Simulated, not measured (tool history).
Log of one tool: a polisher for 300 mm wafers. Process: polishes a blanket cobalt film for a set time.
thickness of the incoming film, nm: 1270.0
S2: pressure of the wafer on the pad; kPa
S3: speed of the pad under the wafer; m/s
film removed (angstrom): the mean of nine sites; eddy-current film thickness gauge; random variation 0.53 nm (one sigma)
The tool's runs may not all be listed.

Run 1, hour 0: flow of slurry (ml/min) 255, S2 11.7 kPa, S3 1.16 m/s, polishing time (s) 23. Result: film removed (angstrom) 1182.6.
Run 2, hour 1.9: flow of slurry (ml/min) 255, S2 9.7 kPa, S3 1.16 m/s, polishing time (s) 23. Result: film removed (angstrom) 1008.6.
Run 3, hour 2.8: flow of slurry (ml/min) 220, S2 9.7 kPa, S3 1.16 m/s, polishing time (s) 23. Result: film removed (angstrom) 996.16.
Run 4, hour 9.8: flow of slurry (ml/min) 220, S2 9 kPa, S3 1.14 m/s, polishing time (s) 23. Result: film removed (angstrom) 908.26.
Run 5, hour 14.9: flow of slurry (ml/min) 255, S2 9 kPa, S3 1.14 m/s, polishing time (s) 23. Result: film removed (angstrom) 916.33.
Run 6, hour 15.9: flow of slurry (ml/min) 255, S2 8.3 kPa, S3 1.12 m/s, polishing time (s) 23. Result: film removed (angstrom) 847.48.

Forecast run 7:
Run 7, hour 19.6: flow of slurry (ml/min) 255, S2 7.6 kPa, S3 1.1 m/s, polishing time (s) 23. Result: film removed (angstrom) ?.

{"run 7": {"film removed (angstrom)": 768.08}}
